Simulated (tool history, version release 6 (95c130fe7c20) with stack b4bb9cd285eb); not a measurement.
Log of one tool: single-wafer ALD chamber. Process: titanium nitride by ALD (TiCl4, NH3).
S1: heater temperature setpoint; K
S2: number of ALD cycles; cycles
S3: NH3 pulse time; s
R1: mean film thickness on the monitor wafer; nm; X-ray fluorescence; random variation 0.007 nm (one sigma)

{"run": 1, "hour": 0.0, "S1": 658.15, "S2": 63, "S3": 1.9, "R1": 1.349}
{"run": 2, "hour": 8.4, "S1": 658.15, "S2": 63, "S3": 1.55, "R1": 1.3104}
{"run": 3, "hour": 13.5, "S1": 658.15, "S2": 63, "S3": 1.48, "R1": 1.309}
{"run": 4, "hour": 16.2, "S1": 658.15, "S2": 63, "S3": 1.41, "R1": 1.298}
{"run": 5, "hour": 17.2, "S1": 658.15, "S2": 63, "S3": 1.36, "R1": 1.2995}
{"run": 6, "hour": 21.7, "S1": 658.15, "S2": 63, "S3": 1.76, "R1": 1.3253}
{"run": 7, "hour": 24.9, "S1": 648.15, "S2": 59, "S3": 1.15, "R1": 1.1441}

The next listed run, before its measurement:
{"run": 8, "hour": 28.7, "S1": 648.15, "S2": 59, "S3": 1.15, "R1": "?"}

Run 8 gave R1 1.1463 nm.

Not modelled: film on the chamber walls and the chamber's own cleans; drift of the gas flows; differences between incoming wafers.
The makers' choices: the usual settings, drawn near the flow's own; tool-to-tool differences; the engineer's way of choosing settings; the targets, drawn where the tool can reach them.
